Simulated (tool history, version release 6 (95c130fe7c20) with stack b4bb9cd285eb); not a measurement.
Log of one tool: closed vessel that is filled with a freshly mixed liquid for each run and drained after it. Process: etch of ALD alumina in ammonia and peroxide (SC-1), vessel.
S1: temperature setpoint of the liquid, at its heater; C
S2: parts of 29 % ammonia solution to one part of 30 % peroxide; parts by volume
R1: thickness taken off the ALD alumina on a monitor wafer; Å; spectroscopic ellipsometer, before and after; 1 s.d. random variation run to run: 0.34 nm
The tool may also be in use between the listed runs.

{"run": 1, "day": 0.0, "S1": 52.0, "S2": 0.55, "time in the liquid (s)": 1615, "R1": 840.95}
{"run": 2, "day": 0.075, "S1": 52.0, "S2": 0.4, "time in the liquid (s)": 1615, "R1": 814.73}
{"run": 3, "day": 0.45, "S1": 51.5, "S2": 0.4, "time in the liquid (s)": 1615, "R1": 802.62}
{"run": 4, "day": 0.683, "S1": 51.0, "S2": 0.4, "time in the liquid (s)": 1615, "R1": 777.33}
{"run": 5, "day": 0.992, "S1": 51.0, "S2": 0.4, "time in the liquid (s)": 1735, "R1": 829.04}
{"run": 6, "day": 1.188, "S1": 58.0, "S2": 0.4, "time in the liquid (s)": 1735, "R1": 1200.9}
{"run": 7, "day": 1.467, "S1": 55.5, "S2": 0.4, "time in the liquid (s)": 1735, "R1": 1053.6}

For run 8, what comes out?
{"run": 8, "day": 1.783, "S1": 53.5, "S2": 0.4, "time in the liquid (s)": 1735, "R1": "?"}

{"run 8": {"R1": 948.15}}
